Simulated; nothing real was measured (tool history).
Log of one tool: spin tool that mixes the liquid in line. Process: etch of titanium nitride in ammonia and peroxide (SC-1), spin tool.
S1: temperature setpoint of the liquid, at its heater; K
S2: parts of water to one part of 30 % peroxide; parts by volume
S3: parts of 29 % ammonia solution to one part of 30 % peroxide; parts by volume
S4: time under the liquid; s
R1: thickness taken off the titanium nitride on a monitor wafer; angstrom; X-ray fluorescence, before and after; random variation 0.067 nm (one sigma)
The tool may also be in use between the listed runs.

| run | day | S1 | S2 | S3 | S4 | R1 |
|---|---|---|---|---|---|---|
| 1 | 0 | 321.15 | 27 | 0.65 | 280 | 64.248 |
| 2 | 0.283 | 321.15 | 27 | 0.65 | 300 | 69.204 |
| 3 | 0.646 | 322.15 | 27 | 0.65 | 300 | 74.627 |
| 4 | 0.679 | 322.15 | 27 | 0.65 | 280 | 68.799 |
| 5 | 1.042 | 323.15 | 27 | 0.65 | 280 | 74.113 |
| 6 | 1.188 | 323.15 | 27 | 0.55 | 280 | 71.626 |
| 7 | 1.454 | 323.65 | 27 | 0.55 | 280 | 73.612 |

Run 8 comes next. What will it give?
| 8 | 1.642 | 324.15 | 27 | 0.55 | 280 | ? |

Run 8 gave R1 76.048 angstrom.
